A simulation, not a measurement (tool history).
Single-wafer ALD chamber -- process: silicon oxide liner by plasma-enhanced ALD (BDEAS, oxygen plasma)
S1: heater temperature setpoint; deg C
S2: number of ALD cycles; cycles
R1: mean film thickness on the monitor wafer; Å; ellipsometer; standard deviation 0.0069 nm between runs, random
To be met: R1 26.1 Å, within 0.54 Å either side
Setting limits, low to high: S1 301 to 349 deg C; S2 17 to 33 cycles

run  hour   S1  S2      R1
  1     0  325  25  22.274
  2   5.9  325  24  21.368
  3   9.4  325  20  17.768
  4    12  324  23  20.395
  5  17.5  323  25  22.311
  6    23  323  23  20.595
  7  25.3  319  24   21.61
  8    34  316  28  25.304

Below are 5 possible settings for the next run. Only one of them brings all results inside the allowed miss of their targets. Which is it?
  A  42.7  313  29   ?
  B  42.7  306  26   ?
  C  42.7  311  27   ?
  D  42.7  335  31   ?
  E  42.7  309  30   ?

move      R1
   A  26.402
   B  23.941
   C  24.662
   D  27.212
   E  27.491
A: all results land within tolerance of their targets
B: its largest miss is bigger than the last run's
C: its largest miss is bigger than the last run's
D: takes the biggest miss from the last run beyond its target
E: takes the biggest miss from the last run beyond its target
The move that meets every target is A.
